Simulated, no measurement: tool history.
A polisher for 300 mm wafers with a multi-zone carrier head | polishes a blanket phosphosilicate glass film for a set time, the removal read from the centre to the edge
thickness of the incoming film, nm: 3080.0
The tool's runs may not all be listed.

run	hour	flow of slurry (ml/min)	pressure of the head's centre zone	pressure of the head's middle zone	pressure of the head's edge zone	abrasive content of the slurry	polishing time (s)	film removed at the wafer's centre (nm)	film removed at mid-radius (nm)	film removed at the wafer's edge (nm)
1	0	140	1	1	1	1	53	301.25	310.61	305.85
2	6.4	135	0.97	0.99	0.99	0.95	53	287.93	310.57	293.78
3	10.2	165	0.97	0.99	0.99	0.95	53	290.34	318.23	301.49
4	18.2	160	0.95	0.97	1.01	0.9	53	282.7	292.61	296.31
5	19.7	160	0.9	0.97	1.01	0.9	53	269.23	295.6	297.35
6	21.8	160	0.82	0.97	1.01	0.9	53	244.71	295.47	298.37
7	22.5	150	0.82	0.97	1.01	0.85	53	235.66	286.42	289.49
8	27.6	145	0.82	0.96	1.01	0.8	53	229.65	275.14	283.36
9	35.4	140	0.82	0.95	1	0.75	53	223.28	269.04	274.61
# hour 36.9: worn pad replaced by a new one
10	36.9	135	0.82	0.94	1	0.7	53	242.5	301.14	302.69
11	40.6	140	0.82	0.97	1.02	0.8	53	258.95	315.55	318.65
12	43.4	150	0.82	0.96	1.02	0.75	53	261.6	307.31	313.55
13	45.3	145	0.82	0.94	1.01	0.75	53	253.29	302.03	313.6
14	48.6	150	0.82	0.94	1	0.85	52	261.94	308.14	322.04
15	49.1	150	0.82	0.95	1.02	0.8	51	249.56	301.53	309.86
16	55	155	0.82	0.95	1	0.85	49	255	301.19	302.78
17	59.4	145	0.83	0.97	1.01	0.8	49	248.16	296.2	298.34

The next listed run, before its measurement:
18	65.7	135	0.83	0.95	0.98	0.75	46	?	?	?

film removed at the wafer's centre (nm): 219.48
film removed at mid-radius (nm): 259.2
film removed at the wafer's edge (nm): 263.41

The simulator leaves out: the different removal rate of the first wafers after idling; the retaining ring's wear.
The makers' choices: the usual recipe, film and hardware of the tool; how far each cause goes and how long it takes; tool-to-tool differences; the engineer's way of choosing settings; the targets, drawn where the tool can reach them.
